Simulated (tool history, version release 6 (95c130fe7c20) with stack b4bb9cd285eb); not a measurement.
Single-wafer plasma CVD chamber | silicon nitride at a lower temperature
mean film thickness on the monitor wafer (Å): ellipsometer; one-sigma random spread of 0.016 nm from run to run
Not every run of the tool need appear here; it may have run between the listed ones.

run  hour  heater temperature setpoint (°C)  chamber pressure (Pa)  RF power (kW)  deposition time (s)  mean film thickness on the monitor wafer (Å)
  1   0.0                               330                    171          0.235                 10.1                                        83.881
  2   5.3                               330                    156          0.235                 10.1                                        82.172
  3  12.3                               330                    145          0.230                 10.1                                        78.357
  4  14.1                               330                    140          0.230                 10.1                                        77.564
  5  15.1                               330                    136          0.230                 10.1                                        76.940
  6  19.9                               330                    136          0.210                 10.1                                        70.062
  7  26.4                               330                    169          0.215                 10.1                                        77.220

Predict the results of run 8:
  8  27.0                               330                    165          0.215                 10.1                                             ?

mean film thickness on the monitor wafer (Å): 76.507

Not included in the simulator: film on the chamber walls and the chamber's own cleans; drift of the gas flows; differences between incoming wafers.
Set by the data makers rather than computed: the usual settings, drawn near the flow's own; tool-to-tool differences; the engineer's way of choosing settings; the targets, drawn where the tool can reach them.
